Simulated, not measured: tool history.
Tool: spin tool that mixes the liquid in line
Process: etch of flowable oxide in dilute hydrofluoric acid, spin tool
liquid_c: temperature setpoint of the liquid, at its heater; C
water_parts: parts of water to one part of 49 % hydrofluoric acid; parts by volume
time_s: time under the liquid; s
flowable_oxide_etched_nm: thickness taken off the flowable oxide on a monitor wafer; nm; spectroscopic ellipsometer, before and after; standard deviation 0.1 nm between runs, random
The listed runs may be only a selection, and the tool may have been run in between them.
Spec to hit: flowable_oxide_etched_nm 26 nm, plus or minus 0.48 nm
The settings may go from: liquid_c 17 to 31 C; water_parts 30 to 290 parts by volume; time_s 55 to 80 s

| run | hour | liquid_c | water_parts | time_s | flowable_oxide_etched_nm |
|---|---|---|---|---|---|
| 1 | 0 | 23 | 160 | 80 | 15.949 |
| 2 | 3.5 | 25 | 155 | 80 | 17.785 |
| 3 | 5.8 | 26.5 | 150 | 80 | 19.778 |
| 4 | 13.9 | 26.5 | 195 | 80 | 14.385 |
| 5 | 18 | 28 | 180 | 80 | 16.66 |
| 6 | 26.9 | 30 | 180 | 80 | 18.002 |
| 7 | 35.4 | 30.5 | 165 | 80 | 20.438 |
| 8 | 40.5 | 30.5 | 155 | 80 | 21.976 |
| 9 | 43 | 30.5 | 150 | 80 | 22.856 |
| 10 | 50.4 | 30.5 | 145 | 80 | 23.747 |
| 11 | 51.9 | 30.5 | 140 | 80 | 24.967 |
| 12 | 54.5 | 31 | 140 | 80 | 25.203 |

Exactly one of the 5 candidate moves below puts every result within its allowed miss. Which one?
| A | 57.1 | 30.5 | 100 | 55 | ? |
| B | 57.1 | 28.5 | 130 | 80 | ? |
| C | 57.1 | 31 | 120 | 65 | ? |
| D | 57.1 | 27 | 120 | 80 | ? |
| E | 57.1 | 31 | 110 | 60 | ? |

| move | flowable_oxide_etched_nm |
|---|---|
| A | 25.189 |
| B | 25.113 |
| C | 24.564 |
| D | 26.051 |
| E | 25.088 |
A: about the same distance from the targets as the last run
B: its largest miss is bigger than the last run's
C: its largest miss is bigger than the last run's
D: in spec on every target
E: its largest miss is bigger than the last run's
The move that meets every target is D.
